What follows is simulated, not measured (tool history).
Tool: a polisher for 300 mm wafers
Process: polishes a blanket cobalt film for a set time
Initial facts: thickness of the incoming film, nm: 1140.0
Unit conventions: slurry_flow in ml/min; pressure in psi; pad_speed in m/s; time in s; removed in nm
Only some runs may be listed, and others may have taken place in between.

run	hour	slurry_flow	pressure	pad_speed	time	removed
1	0.0	285	1.3	1.08	59	169.60
2	4.5	220	1.3	1.08	59	163.43
3	8.7	220	1.3	1.18	59	177.26
4	13.3	290	1.3	1.18	59	184.60
5	19.6	295	1.3	1.18	59	184.37
6	24.4	295	1.3	1.18	54	169.63
7	28.1	300	1.5	1.18	54	197.05

Run 8, settings as shown, results not yet in. Your forecast:
8	32.2	310	1.6	1.18	54	?

For run 8 the tool returned removed 205.85 nm.
